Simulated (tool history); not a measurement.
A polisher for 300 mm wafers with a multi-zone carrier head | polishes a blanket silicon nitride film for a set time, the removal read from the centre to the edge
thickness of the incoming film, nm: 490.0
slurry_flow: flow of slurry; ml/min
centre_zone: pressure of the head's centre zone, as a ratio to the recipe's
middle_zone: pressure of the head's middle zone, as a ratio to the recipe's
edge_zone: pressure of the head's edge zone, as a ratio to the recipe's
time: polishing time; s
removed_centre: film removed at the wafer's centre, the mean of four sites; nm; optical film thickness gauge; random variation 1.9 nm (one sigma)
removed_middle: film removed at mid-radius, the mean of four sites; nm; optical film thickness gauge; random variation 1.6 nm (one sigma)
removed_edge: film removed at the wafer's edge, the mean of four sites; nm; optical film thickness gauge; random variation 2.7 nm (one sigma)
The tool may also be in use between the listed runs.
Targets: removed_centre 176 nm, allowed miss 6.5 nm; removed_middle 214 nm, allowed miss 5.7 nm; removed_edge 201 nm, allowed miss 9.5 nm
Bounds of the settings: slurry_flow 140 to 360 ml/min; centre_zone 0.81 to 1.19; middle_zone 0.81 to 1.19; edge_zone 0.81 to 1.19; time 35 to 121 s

run  hour  slurry_flow  centre_zone  middle_zone  edge_zone  time  removed_centre  removed_middle  removed_edge
  1     0          230            1            1          1    78          177.12          182.72        182.04
  2   7.8          255            1            1          1    78          181.73          183.38        183.31
  3  14.4          255         0.99         1.02       1.02    79           182.4          188.05        183.64
  4    18          245         0.97         1.03       1.02    81          184.94          194.22         192.6
  5  21.7          245         0.97         0.99       1.02    81          182.55           187.3        190.99
  6  29.6          295         0.97         0.99       1.02    81          187.18          190.78         194.3
  7    31          295         0.95         1.01       1.02    81          183.24          196.02        197.65
  8    33          300         0.94         1.03       1.02    81          187.26          197.01         190.8
  9  38.1          290         0.92         1.05       1.04    82          182.51          206.34        200.07

Which of these 4 next moves meets every target?
  A  43.2          265         0.92         1.06       1.01    82               ?               ?             ?
  B  43.2          305         0.87         0.98       1.06    84               ?               ?             ?
  C  43.2          285         0.85         1.09       1.02    83               ?               ?             ?
  D  43.2          320         0.86         0.97       0.95    86               ?               ?             ?

move  removed_centre  removed_middle  removed_edge
   A          184.27          202.41        195.32
   B          184.76          197.09        207.47
   C          178.52          211.53        199.79
   D          188.66          201.04        202.18
A: further off than the last run
B: further off than the last run
C: meets every target
D: further off than the last run
Answer: C

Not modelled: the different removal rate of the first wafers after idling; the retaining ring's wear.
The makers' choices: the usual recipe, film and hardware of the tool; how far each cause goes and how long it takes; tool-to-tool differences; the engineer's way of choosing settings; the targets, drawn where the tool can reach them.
